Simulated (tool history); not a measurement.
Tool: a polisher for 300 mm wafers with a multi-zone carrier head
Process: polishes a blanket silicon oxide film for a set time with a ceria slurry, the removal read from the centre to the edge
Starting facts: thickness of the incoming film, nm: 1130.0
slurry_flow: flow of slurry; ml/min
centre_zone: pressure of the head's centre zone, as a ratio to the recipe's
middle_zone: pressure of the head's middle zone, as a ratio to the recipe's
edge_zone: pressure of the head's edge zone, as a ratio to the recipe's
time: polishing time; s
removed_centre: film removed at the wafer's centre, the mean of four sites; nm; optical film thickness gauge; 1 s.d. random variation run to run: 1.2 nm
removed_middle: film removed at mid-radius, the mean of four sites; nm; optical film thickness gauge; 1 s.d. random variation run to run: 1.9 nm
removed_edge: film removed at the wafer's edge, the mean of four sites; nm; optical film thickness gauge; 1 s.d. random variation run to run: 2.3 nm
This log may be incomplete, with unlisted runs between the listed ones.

run	hour	slurry_flow	centre_zone	middle_zone	edge_zone	time	removed_centre	removed_middle	removed_edge
1	0	255	1	1	1	57	234.82	231.08	226.59
2	8.9	300	1	1	1	57	238.99	236.92	236.91
3	13.4	300	1	1	1.05	57	238.45	235.6	240.17
4	21.7	300	1	1	1.05	50	210.91	205.47	208.83
5	26.4	270	0.96	1.03	1	49	196.84	204.91	198.19
6	29	270	0.96	1.03	1.05	49	198.02	204.29	198.35
7	36.8	245	0.92	1.06	1.03	48	188.09	201.98	198.18
8	43.5	240	0.9	1.1	0.97	46	174.44	196.71	182.87
9	49.7	235	0.89	1.13	0.93	46	173.35	200.97	175.86
10	54.3	230	0.87	1.14	0.92	46	169.89	204.04	177.89
11	56.2	225	0.86	1.14	0.9	46	167.56	203.4	177.25

Run 12 comes next. What will it give?
12	65.2	220	0.86	1.15	0.89	46	?	?	?

{"run 12": {"removed_centre": 166.81, "removed_middle": 204.76, "removed_edge": 171.88}}
